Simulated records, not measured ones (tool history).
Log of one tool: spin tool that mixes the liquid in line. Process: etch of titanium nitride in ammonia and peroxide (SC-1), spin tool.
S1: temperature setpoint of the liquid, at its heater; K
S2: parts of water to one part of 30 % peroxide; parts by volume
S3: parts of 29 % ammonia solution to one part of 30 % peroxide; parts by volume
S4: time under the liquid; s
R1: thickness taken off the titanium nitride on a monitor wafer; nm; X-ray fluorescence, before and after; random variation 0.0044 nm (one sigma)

run,hour,S1,S2,S3,S4,R1
1,0,335.15,25,0.9,20,1.8576
2,2.5,335.15,20,0.9,20,2.0928
3,7.9,333.65,20,0.9,20,1.8956
4,14.9,332.15,20,0.9,20,1.7199
5,21.6,331.15,20,0.9,20,1.6094
6,29.8,330.15,20,0.9,20,1.5137

Run 7 comes next. What will it give?
7,35.4,330.15,20,0.9,20,?

{"run 7": {"R1": 1.5166}}
